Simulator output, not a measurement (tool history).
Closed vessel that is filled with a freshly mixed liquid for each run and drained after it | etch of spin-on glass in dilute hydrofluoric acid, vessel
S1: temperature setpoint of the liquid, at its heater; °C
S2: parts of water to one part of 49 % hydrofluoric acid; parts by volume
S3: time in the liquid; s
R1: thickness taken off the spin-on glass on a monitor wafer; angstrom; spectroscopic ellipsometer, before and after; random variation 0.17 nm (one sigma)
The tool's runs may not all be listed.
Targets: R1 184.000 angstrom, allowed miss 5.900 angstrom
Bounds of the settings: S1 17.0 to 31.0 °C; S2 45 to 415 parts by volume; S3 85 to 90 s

{"run": 1, "hour": 0.0, "S1": 23.0, "S2": 230, "S3": 85, "R1": 102.94}
{"run": 2, "hour": 2.1, "S1": 24.0, "S2": 220, "S3": 85, "R1": 112.03}
{"run": 3, "hour": 8.3, "S1": 24.0, "S2": 300, "S3": 85, "R1": 76.542}
{"run": 4, "hour": 12.4, "S1": 21.5, "S2": 300, "S3": 85, "R1": 71.611}
{"run": 5, "hour": 20.6, "S1": 21.5, "S2": 350, "S3": 85, "R1": 56.912}
{"run": 6, "hour": 29.5, "S1": 22.5, "S2": 320, "S3": 85, "R1": 68.2}
{"run": 7, "hour": 30.6, "S1": 22.5, "S2": 320, "S3": 85, "R1": 66.948}
{"run": 8, "hour": 37.6, "S1": 22.5, "S2": 320, "S3": 85, "R1": 66.249}
{"run": 9, "hour": 44.9, "S1": 23.5, "S2": 295, "S3": 85, "R1": 76.009}
{"run": 10, "hour": 47.8, "S1": 23.5, "S2": 295, "S3": 85, "R1": 76.15}
{"hour": 49.8, "done": "thermometer replaced"}
{"run": 11, "hour": 49.8, "S1": 24.0, "S2": 270, "S3": 85, "R1": 91.82}
{"run": 12, "hour": 50.7, "S1": 25.0, "S2": 260, "S3": 85, "R1": 98.44}
{"run": 13, "hour": 56.8, "S1": 29.0, "S2": 170, "S3": 85, "R1": 193.81}

Which of these 5 next moves meets every target?
{"run": "A", "hour": 62.9, "S1": 28.5, "S2": 175, "S3": 90, "R1": "?"}
{"run": "B", "hour": 62.9, "S1": 30.5, "S2": 200, "S3": 85, "R1": "?"}
{"run": "C", "hour": 62.9, "S1": 27.5, "S2": 170, "S3": 85, "R1": "?"}
{"run": "D", "hour": 62.9, "S1": 27.5, "S2": 180, "S3": 85, "R1": "?"}
{"run": "E", "hour": 62.9, "S1": 31.0, "S2": 185, "S3": 90, "R1": "?"}

move=A R1=195.110
move=B R1=167.710
move=C R1=184.090
move=D R1=171.790
move=E R1=199.030
A: further off than the last run
B: takes the result that was furthest off past its target
C: meets every target
D: takes the result that was furthest off past its target
E: further off than the last run
The right move is C.

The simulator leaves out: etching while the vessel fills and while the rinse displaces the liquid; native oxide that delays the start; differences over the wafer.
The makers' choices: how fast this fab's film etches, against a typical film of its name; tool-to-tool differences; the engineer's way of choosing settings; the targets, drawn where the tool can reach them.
